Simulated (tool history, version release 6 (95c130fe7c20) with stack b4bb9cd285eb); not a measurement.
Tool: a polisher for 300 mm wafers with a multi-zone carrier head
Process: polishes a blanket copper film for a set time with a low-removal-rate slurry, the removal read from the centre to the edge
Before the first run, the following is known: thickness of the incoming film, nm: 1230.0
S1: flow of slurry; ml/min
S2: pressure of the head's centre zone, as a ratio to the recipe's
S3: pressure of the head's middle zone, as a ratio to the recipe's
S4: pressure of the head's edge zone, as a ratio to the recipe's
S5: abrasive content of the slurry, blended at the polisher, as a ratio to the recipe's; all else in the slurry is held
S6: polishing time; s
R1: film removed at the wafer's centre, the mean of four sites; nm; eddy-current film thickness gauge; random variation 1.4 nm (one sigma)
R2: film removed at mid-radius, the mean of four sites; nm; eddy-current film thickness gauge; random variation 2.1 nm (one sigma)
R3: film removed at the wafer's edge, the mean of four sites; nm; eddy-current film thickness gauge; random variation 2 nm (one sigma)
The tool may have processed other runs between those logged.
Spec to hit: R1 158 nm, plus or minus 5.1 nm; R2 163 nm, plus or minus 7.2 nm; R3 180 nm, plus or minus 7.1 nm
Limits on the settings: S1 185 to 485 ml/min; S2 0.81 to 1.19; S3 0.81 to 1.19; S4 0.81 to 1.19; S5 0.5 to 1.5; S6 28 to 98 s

run  hour   S1    S2    S3    S4    S5  S6      R1      R2      R3
  1     0  310     1     1     1     1  63  162.07  151.14  146.31
  2   5.2  310     1     1     1   1.2  63  170.61  157.87  148.57
  3  12.2  310     1     1     1     1  63  162.26  152.24  144.79
  4    19  310     1  1.03     1     1  63  163.04  154.68  144.74
  5    22  310  0.97  1.01  1.03  1.05  64  161.15  160.49  147.96
  6  22.8  310  1.04  1.01  1.03  1.05  64  173.68  160.16  148.16
  7  25.2  300  0.99  0.97  1.04  1.05  66  171.23  152.76  157.65
  8  27.2  295  0.95  0.97  1.05   1.1  67  168.05  161.62  157.65
  9  35.1  295  0.92  0.95  1.07   1.1  68  163.96  154.27  164.96
 10  42.9  295   0.9  0.95  1.09   1.1  68  158.43   158.8  161.11
 11  51.1  295  0.88  0.94   1.1  1.15  69  157.46  157.39  168.93

Pick the move, out of 5, that brings all results within their allowed miss; only one does.
  A  59.3  275  0.98  0.94  1.12  1.15  66   ?   ?   ?
  B  59.3  320  0.82  0.89  1.11   1.3  71   ?   ?   ?
  C  59.3  275  0.87  1.18  1.17   1.3  64   ?   ?   ?
  D  59.3  315   0.9  0.96   1.1   1.3  71   ?   ?   ?
  E  59.3  370  0.82  0.82  1.12   1.3  69   ?   ?   ?

move      R1      R2      R3
   A  172.19  154.43   161.4
   B  161.26  165.13  179.11
   C  151.94  186.06  163.29
   D   176.8  175.55  177.92
   E  158.84  151.95  176.76
A: the biggest miss grows against the last run
B: all results in spec
C: the biggest miss grows against the last run
D: gets the furthest-off result to its target, but another result is out of tolerance
E: gets the furthest-off result to its target, but another result is out of tolerance
B meets every target.
